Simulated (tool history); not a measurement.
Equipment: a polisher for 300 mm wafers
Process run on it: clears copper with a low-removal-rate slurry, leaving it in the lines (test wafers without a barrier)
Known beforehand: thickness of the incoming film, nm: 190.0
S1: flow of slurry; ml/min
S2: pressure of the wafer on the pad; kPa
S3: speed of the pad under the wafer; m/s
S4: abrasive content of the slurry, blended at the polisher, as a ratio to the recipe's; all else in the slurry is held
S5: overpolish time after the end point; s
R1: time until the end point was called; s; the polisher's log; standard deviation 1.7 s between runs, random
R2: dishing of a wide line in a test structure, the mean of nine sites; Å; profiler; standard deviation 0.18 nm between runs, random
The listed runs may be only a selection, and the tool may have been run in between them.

run    day   S1    S2    S3    S4  S5      R1      R2
  1      0  315  16.5  0.92     1  15  80.103  228.85
  2  0.238  265  16.5  0.92     1  15  79.857  225.19
  3  0.288  265  16.5  0.92  1.15  15  77.041  232.67
  4  0.367  265  15.2  0.92  1.15  15  85.629   217.6
  5  0.471  265  15.2  1.08  1.15  15  72.418  246.08
  6  0.512  265  15.2  1.08  1.15  21  74.999   314.4
  7  0.658  265  14.5  1.04  1.15  20  79.128  293.96
  8  0.933  265  13.8     1  1.15  19  85.416  255.88
  9  1.142  265  13.1  0.98  1.15  18  89.961  237.95
 10  1.254  260     9   0.8   1.1  12  163.72  100.15
 11  1.412  260   9.7   0.8   1.1  12  148.72  104.78

Forecast run 12:
 12  1.612  260  11  0.82  1.1  16   ?   ?

Run 12 measured R1 130.77 s, R2 155.56 Å.
